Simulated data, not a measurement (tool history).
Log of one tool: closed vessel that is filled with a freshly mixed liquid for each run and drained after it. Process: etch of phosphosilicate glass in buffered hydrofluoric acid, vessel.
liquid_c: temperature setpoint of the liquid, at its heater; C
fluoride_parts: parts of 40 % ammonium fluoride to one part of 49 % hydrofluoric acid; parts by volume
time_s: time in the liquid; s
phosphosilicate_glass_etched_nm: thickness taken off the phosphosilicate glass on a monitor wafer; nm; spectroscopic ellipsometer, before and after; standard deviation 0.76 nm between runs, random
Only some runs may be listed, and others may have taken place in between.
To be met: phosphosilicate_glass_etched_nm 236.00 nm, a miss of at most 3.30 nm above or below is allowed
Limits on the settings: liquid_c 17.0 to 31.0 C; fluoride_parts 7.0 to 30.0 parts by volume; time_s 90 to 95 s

run  hour  liquid_c  fluoride_parts  time_s  phosphosilicate_glass_etched_nm
  1   0.0      23.0            19.0      90                           320.90
  2   7.2      23.0            19.0      95                           338.56
  3  10.0      23.0            19.0      95                           337.50
  4  12.8      21.5            19.0      95                           311.11
  5  13.7      21.5            15.5      95                           380.29
  6  18.5      20.5            16.5      95                           337.56
  7  26.8      19.5            17.5      95                           301.52
  8  27.9      19.0            18.0      95                           286.57
  9  31.4      19.0            18.0      95                           285.70
 10  38.9      18.5            18.5      95                           271.57

Exactly one of the 4 candidate moves below puts every result within its allowed miss. Which one?
  A  46.4      17.0            19.0      90                                ?
  B  46.4      21.5            19.5      90                                ?
  C  46.4      18.0            20.0      90                                ?
  D  46.4      17.0            18.5      90                                ?

move  phosphosilicate_glass_etched_nm
   A                           227.74
   B                           286.12
   C                           229.18
   D                           233.82
A: carries the result that was furthest off beyond its target, to the other side
B: the biggest miss grows against the last run
C: carries the result that was furthest off beyond its target, to the other side
D: meets every target
Correct choice: D, which meets every target

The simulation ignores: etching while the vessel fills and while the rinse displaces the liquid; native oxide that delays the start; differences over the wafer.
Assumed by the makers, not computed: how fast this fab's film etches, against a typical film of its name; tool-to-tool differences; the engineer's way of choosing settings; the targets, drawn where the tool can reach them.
